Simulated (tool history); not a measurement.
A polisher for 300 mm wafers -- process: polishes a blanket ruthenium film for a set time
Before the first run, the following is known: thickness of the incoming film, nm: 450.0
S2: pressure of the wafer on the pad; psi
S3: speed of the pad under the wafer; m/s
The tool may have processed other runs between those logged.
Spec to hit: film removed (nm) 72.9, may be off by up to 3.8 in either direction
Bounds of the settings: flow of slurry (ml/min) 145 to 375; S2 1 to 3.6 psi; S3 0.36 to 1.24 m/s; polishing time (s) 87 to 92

{"run": 1, "hour": 0.0, "flow of slurry (ml/min)": 240, "S2": 2.3, "S3": 0.8, "polishing time (s)": 87, "film removed (nm)": 90.184}
{"run": 2, "hour": 2.3, "flow of slurry (ml/min)": 240, "S2": 2.2, "S3": 0.8, "polishing time (s)": 87, "film removed (nm)": 85.542}
{"run": 3, "hour": 11.3, "flow of slurry (ml/min)": 240, "S2": 2.1, "S3": 0.8, "polishing time (s)": 87, "film removed (nm)": 82.721}
{"run": 4, "hour": 19.8, "flow of slurry (ml/min)": 240, "S2": 2.1, "S3": 0.8, "polishing time (s)": 92, "film removed (nm)": 89.493}
{"run": 5, "hour": 21.8, "flow of slurry (ml/min)": 205, "S2": 2.1, "S3": 0.8, "polishing time (s)": 92, "film removed (nm)": 88.581}
{"run": 6, "hour": 25.0, "flow of slurry (ml/min)": 155, "S2": 2.1, "S3": 0.8, "polishing time (s)": 92, "film removed (nm)": 84.063}
{"run": 7, "hour": 33.9, "flow of slurry (ml/min)": 155, "S2": 2.1, "S3": 0.8, "polishing time (s)": 92, "film removed (nm)": 80.703}
{"run": 8, "hour": 40.6, "flow of slurry (ml/min)": 155, "S2": 2, "S3": 0.8, "polishing time (s)": 92, "film removed (nm)": 80.429}

Consider the 5 candidate settings below. Which is the only one whose results all fall within their allowed miss of target?
{"run": "A", "hour": 47.3, "flow of slurry (ml/min)": 145, "S2": 1.9, "S3": 0.9, "polishing time (s)": 90, "film removed (nm)": "?"}
{"run": "B", "hour": 47.3, "flow of slurry (ml/min)": 150, "S2": 2.7, "S3": 0.7, "polishing time (s)": 92, "film removed (nm)": "?"}
{"run": "C", "hour": 47.3, "flow of slurry (ml/min)": 175, "S2": 1.6, "S3": 1.06, "polishing time (s)": 92, "film removed (nm)": "?"}
{"run": "D", "hour": 47.3, "flow of slurry (ml/min)": 145, "S2": 2.3, "S3": 0.62, "polishing time (s)": 92, "film removed (nm)": "?"}
{"run": "E", "hour": 47.3, "flow of slurry (ml/min)": 195, "S2": 1.5, "S3": 1.1, "polishing time (s)": 88, "film removed (nm)": "?"}

move=A film_removed_(nm)=81.111
move=B film_removed_(nm)=90.887
move=C film_removed_(nm)=86.372
move=D film_removed_(nm)=72.272
move=E film_removed_(nm)=82.723
A: further off than the last run
B: further off than the last run
C: further off than the last run
D: every result lands within tolerance
E: further off than the last run
Answer: D

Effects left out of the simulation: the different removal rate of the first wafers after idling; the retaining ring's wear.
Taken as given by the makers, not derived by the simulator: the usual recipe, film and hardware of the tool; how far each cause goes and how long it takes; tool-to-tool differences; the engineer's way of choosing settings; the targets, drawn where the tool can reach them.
